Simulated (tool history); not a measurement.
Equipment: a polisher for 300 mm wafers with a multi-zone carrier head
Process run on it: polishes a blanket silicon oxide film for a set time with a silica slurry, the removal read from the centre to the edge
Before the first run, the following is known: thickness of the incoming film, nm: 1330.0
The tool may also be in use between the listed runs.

run,day,flow of slurry (ml/min),pressure of the head's centre zone,pressure of the head's middle zone,pressure of the head's edge zone,abrasive content of the slurry,polishing time (s),film removed at the wafer's centre (Å),film removed at mid-radius (Å),film removed at the wafer's edge (Å)
1,0.000,155,1.00,1.00,1.00,1.00,61,2838.6,2671.3,2769.5
2,0.088,145,0.96,0.99,1.00,0.90,61,2462.7,2561.4,2616.8
3,0.338,115,0.96,0.99,1.00,0.90,61,2353.2,2375.2,2529.9
4,0.450,110,0.94,0.97,0.98,0.85,61,2231.6,2298.8,2408.9
5,0.517,110,0.94,0.97,0.94,0.85,61,2237.9,2291.7,2349.1
6,0.871,105,0.92,0.95,0.94,0.80,61,2042.4,2147.4,2263.0
7,1.125,105,0.90,0.94,0.93,0.80,61,2038.1,2107.9,2277.0
8,1.458,105,0.88,0.94,0.92,0.80,61,1965.9,2145.4,2264.4
9,1.600,105,0.87,0.93,0.91,0.80,61,1905.7,2093.0,2276.1

Run 10 has not been measured yet. What should we expect?
10,1.950,105,0.86,0.93,0.90,0.80,61,?,?,?

film removed at the wafer's centre (Å): 1878.6
film removed at mid-radius (Å): 2115.2
film removed at the wafer's edge (Å): 2202.3

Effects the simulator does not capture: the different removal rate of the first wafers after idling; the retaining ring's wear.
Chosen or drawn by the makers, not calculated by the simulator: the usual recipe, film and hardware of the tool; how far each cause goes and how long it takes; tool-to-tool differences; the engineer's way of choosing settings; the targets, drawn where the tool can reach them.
